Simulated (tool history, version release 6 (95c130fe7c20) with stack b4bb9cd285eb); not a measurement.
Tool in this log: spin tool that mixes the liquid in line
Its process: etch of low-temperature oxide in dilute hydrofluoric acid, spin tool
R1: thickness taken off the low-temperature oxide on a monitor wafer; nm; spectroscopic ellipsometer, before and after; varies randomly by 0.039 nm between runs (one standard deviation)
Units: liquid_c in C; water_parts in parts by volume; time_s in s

Run 1, hour 0: liquid_c 25 C, water_parts 270 parts by volume, time_s 55 s. Result: R1 3.9295 nm.
Run 2, hour 2.4: liquid_c 25 C, water_parts 270 parts by volume, time_s 35 s. Result: R1 2.4389 nm.
Run 3, hour 8.6: liquid_c 26 C, water_parts 270 parts by volume, time_s 35 s. Result: R1 2.5769 nm.
Run 4, hour 13.8: liquid_c 23.5 C, water_parts 230 parts by volume, time_s 35 s. Result: R1 2.8625 nm.
Run 5, hour 18.3: liquid_c 26 C, water_parts 230 parts by volume, time_s 35 s. Result: R1 3.1087 nm.
Run 6, hour 27.1: liquid_c 26 C, water_parts 160 parts by volume, time_s 35 s. Result: R1 4.9476 nm.
Run 7, hour 33.3: liquid_c 27 C, water_parts 160 parts by volume, time_s 35 s. Result: R1 5.1166 nm.

Expected results for the next run?
Run 8, hour 37.4: liquid_c 27.5 C, water_parts 160 parts by volume, time_s 35 s. Result: R1 ?.

R1: 5.1462 nm

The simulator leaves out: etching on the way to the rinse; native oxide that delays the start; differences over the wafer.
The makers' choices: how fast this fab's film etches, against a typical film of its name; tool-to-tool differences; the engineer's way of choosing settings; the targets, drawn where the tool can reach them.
